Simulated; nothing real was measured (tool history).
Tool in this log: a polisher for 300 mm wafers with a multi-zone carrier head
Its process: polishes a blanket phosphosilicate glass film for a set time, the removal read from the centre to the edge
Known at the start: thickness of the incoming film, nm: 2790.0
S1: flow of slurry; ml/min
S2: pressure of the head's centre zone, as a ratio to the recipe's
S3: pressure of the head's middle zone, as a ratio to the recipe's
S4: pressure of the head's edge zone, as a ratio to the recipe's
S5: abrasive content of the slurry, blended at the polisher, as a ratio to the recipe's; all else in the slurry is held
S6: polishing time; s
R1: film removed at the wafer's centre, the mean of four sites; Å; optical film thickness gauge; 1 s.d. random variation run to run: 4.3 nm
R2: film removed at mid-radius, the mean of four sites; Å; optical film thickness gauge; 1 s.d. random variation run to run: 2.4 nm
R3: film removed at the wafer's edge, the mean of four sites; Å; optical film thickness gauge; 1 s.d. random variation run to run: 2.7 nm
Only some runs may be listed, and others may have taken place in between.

run	day	S1	S2	S3	S4	S5	S6	R1	R2	R3
1	0	195	1	1	1	1	65	7121.5	6990.5	7324.3
2	0.325	180	1	0.95	0.98	0.85	62	6534	6079.3	6555.2
3	0.362	180	1	0.95	0.9	0.85	62	6575.8	6175.5	6341.8
4	0.704	170	1	0.91	0.92	0.75	58	5832.9	5313.5	5734
5	0.867	170	1	0.91	0.92	0.65	58	5669.5	5176.8	5523.9
6	1.05	170	1	0.91	0.92	0.65	68	6637.5	5939.3	6441.5
7	1.362	160	1.01	0.88	0.94	0.6	63	5951.7	5246.5	5856.1
8	1.717	155	1.02	0.86	0.96	0.55	59	5507.5	4761.7	5389.1
9	1.792	150	1.03	0.85	0.98	0.55	56	5247.1	4376.6	5174.9

What does the tool deliver on the next run?
10	2.05	145	1.03	0.84	0.98	0.55	54	?	?	?

Run 10 yielded R1 5108.3 Å, R2 4175.1 Å, R3 4940.3 Å.
